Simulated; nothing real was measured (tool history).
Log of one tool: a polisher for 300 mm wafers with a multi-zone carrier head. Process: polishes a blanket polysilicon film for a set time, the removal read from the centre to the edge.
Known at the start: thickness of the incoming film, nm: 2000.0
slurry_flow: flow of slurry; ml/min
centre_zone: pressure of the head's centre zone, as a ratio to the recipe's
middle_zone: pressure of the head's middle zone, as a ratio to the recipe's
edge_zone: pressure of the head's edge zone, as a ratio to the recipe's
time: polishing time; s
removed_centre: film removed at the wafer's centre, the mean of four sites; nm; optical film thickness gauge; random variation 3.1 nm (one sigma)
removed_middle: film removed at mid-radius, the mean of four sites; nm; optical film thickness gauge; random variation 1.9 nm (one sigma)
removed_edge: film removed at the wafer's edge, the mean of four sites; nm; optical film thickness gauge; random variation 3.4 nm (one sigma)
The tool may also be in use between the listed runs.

run	day	slurry_flow	centre_zone	middle_zone	edge_zone	time	removed_centre	removed_middle	removed_edge
1	0	215	1	1	1	53	393	375.52	372.39
2	0.275	205	0.98	0.96	0.97	48	348.99	325.38	328.5
3	0.467	205	0.98	0.96	0.97	54	394.99	372.11	372.69
4	0.533	205	0.98	0.96	0.97	67	493.92	453.01	458.44
5	0.758	195	0.96	0.92	0.95	58	405.44	377.03	385.93
6	0.992	195	0.96	0.92	0.95	47	332.56	304.46	316.25
7	1.054	185	0.94	0.89	0.92	45	310.27	283.68	285.2
8	1.088	180	0.93	0.87	0.93	43	290.81	264.88	276.57

Forecast run 9:
# day 1.162: centre zone pressure recalibrated
9	1.162	175	0.92	0.85	0.92	42	?	?	?

Run 9 gave removed_centre 263.47 nm, removed_middle 253.29 nm, removed_edge 275.69 nm.

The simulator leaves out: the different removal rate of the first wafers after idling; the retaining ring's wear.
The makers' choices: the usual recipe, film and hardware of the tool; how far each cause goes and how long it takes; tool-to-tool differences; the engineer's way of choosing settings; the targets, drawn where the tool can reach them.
